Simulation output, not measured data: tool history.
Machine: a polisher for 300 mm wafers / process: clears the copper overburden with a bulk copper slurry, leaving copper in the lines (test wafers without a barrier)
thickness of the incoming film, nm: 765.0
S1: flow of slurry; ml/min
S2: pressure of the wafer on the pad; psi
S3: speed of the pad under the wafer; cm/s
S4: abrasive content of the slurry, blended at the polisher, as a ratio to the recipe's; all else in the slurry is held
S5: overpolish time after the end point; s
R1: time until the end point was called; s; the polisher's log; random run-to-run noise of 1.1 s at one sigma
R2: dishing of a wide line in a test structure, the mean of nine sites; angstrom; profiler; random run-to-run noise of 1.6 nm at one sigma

| run | hour | S1 | S2 | S3 | S4 | S5 | R1 | R2 |
|---|---|---|---|---|---|---|---|---|
| 1 | 0.0 | 290 | 2.4 | 132 | 1.00 | 12 | 80.679 | 593.80 |
| 2 | 4.4 | 290 | 2.4 | 150 | 1.00 | 12 | 71.378 | 633.26 |
| 3 | 9.2 | 290 | 2.3 | 150 | 1.00 | 13 | 73.921 | 661.45 |
| 4 | 10.1 | 290 | 2.2 | 150 | 1.00 | 14 | 77.218 | 660.36 |
| 5 | 17.8 | 290 | 2.2 | 150 | 1.15 | 14 | 74.601 | 694.15 |
| 6 | 25.7 | 290 | 2.2 | 150 | 1.25 | 14 | 73.829 | 693.85 |
| 7 | 29.0 | 290 | 2.1 | 150 | 1.25 | 15 | 77.041 | 684.70 |
| 8 | 32.3 | 290 | 2.0 | 150 | 1.25 | 16 | 79.113 | 673.70 |

Run 9 is up next; what results do you expect?
| 9 | 35.2 | 285 | 1.9 | 146 | 1.25 | 17 | ? | ? |

Run 9 produced R1 88.474 s, R2 709.46 angstrom.
